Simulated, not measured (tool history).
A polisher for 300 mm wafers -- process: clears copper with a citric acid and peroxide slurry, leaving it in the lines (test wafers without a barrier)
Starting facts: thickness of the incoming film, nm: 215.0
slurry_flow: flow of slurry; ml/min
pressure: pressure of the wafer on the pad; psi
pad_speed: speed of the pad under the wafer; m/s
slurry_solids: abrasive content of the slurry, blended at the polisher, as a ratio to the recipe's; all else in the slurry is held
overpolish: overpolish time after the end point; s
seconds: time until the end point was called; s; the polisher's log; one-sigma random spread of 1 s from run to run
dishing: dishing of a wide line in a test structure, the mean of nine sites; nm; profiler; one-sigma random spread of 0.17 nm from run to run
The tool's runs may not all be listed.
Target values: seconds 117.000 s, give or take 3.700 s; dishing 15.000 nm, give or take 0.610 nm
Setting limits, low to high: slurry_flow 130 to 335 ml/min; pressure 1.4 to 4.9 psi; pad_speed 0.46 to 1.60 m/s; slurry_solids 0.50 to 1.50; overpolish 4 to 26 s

run 1 hour=0.0 | slurry_flow=215 pressure=3.1 pad_speed=1.02 slurry_solids=1.00 overpolish=13 | seconds=90.703 dishing=21.029
run 2 hour=2.7 | slurry_flow=215 pressure=3.1 pad_speed=1.02 slurry_solids=1.00 overpolish=18 | seconds=89.084 dishing=27.837
run 3 hour=4.5 | slurry_flow=195 pressure=3.1 pad_speed=1.02 slurry_solids=1.00 overpolish=18 | seconds=92.637 dishing=27.739
run 4 hour=7.6 | slurry_flow=195 pressure=3.1 pad_speed=1.02 slurry_solids=1.00 overpolish=13 | seconds=90.759 dishing=21.112
run 5 hour=10.2 | slurry_flow=195 pressure=3.1 pad_speed=1.02 slurry_solids=1.00 overpolish=9 | seconds=89.554 dishing=14.494
run 6 hour=13.5 | slurry_flow=190 pressure=2.9 pad_speed=1.02 slurry_solids=1.00 overpolish=10 | seconds=96.043 dishing=15.227
run 7 hour=17.2 | slurry_flow=185 pressure=2.8 pad_speed=1.02 slurry_solids=1.00 overpolish=11 | seconds=100.560 dishing=15.701
run 8 hour=20.7 | slurry_flow=180 pressure=2.7 pad_speed=1.02 slurry_solids=1.00 overpolish=11 | seconds=105.630 dishing=15.319
run 9 hour=26.3 | slurry_flow=175 pressure=2.6 pad_speed=1.02 slurry_solids=1.00 overpolish=11 | seconds=107.740 dishing=15.010
run 10 hour=29.5 | slurry_flow=170 pressure=2.5 pad_speed=1.02 slurry_solids=1.00 overpolish=11 | seconds=113.380 dishing=13.986
run 11 hour=35.9 | slurry_flow=170 pressure=2.5 pad_speed=1.02 slurry_solids=1.00 overpolish=11 | seconds=112.900 dishing=14.705

Which of these 5 next moves meets every target?
run A hour=42.3 | slurry_flow=165 pressure=2.5 pad_speed=1.10 slurry_solids=0.95 overpolish=10 | seconds=? dishing=?
run B hour=42.3 | slurry_flow=135 pressure=2.2 pad_speed=1.24 slurry_solids=1.10 overpolish=11 | seconds=? dishing=?
run C hour=42.3 | slurry_flow=175 pressure=2.5 pad_speed=1.04 slurry_solids=0.65 overpolish=11 | seconds=? dishing=?
run D hour=42.3 | slurry_flow=180 pressure=2.5 pad_speed=0.98 slurry_solids=1.00 overpolish=12 | seconds=? dishing=?
run E hour=42.3 | slurry_flow=170 pressure=2.3 pad_speed=0.94 slurry_solids=1.20 overpolish=12 | seconds=? dishing=?

move=A seconds=107.620 dishing=13.941
move=B seconds=109.370 dishing=14.974
move=C seconds=117.990 dishing=13.985
move=D seconds=118.190 dishing=15.153
move=E seconds=130.910 dishing=13.746
A: the biggest miss grows against the last run
B: the biggest miss grows against the last run
C: meets the target for the result that was furthest off, but another lies outside its allowed miss
D: in spec on every target
E: takes the result that was furthest off past its target
Move D is the one to make.
